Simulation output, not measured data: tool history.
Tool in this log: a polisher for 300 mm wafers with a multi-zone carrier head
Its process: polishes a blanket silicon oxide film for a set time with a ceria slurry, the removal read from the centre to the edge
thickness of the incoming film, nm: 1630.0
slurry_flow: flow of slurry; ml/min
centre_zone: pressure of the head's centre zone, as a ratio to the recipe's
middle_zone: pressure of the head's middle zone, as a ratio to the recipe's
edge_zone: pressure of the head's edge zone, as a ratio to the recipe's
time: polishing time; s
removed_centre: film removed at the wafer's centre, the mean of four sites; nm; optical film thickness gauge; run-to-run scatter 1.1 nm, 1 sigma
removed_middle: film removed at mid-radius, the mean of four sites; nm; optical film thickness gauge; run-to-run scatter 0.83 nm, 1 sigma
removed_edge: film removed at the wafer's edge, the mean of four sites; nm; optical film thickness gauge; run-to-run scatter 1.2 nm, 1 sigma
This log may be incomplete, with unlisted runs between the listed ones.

| run | day | slurry_flow | centre_zone | middle_zone | edge_zone | time | removed_centre | removed_middle | removed_edge |
|---|---|---|---|---|---|---|---|---|---|
| 1 | 0 | 170 | 1 | 1 | 1 | 51 | 163.61 | 166.91 | 171.8 |
| 2 | 0.121 | 170 | 1 | 1 | 0.94 | 51 | 165.06 | 167.4 | 166.51 |
| 3 | 0.404 | 170 | 1 | 1.04 | 0.94 | 51 | 165.03 | 170.6 | 166.1 |
| 4 | 0.767 | 170 | 1.06 | 1.04 | 0.94 | 51 | 173.16 | 173.29 | 164.96 |
| 5 | 1.021 | 170 | 1.06 | 1.04 | 0.94 | 43 | 147.65 | 143.52 | 141.07 |
| 6 | 1.067 | 160 | 1.05 | 1.02 | 0.93 | 43 | 141.97 | 140.25 | 136.3 |
| 7 | 1.096 | 150 | 1.05 | 1 | 0.94 | 43 | 140.51 | 136.74 | 137.12 |
| 8 | 1.138 | 140 | 1.05 | 0.99 | 0.94 | 43 | 137.28 | 135.41 | 136.5 |

Run 9 has not been measured yet. What should we expect?
| 9 | 1.442 | 135 | 1.06 | 0.98 | 0.93 | 43 | ? | ? | ? |

Run 9 measured removed_centre 139.28 nm, removed_middle 132.13 nm, removed_edge 133.21 nm.

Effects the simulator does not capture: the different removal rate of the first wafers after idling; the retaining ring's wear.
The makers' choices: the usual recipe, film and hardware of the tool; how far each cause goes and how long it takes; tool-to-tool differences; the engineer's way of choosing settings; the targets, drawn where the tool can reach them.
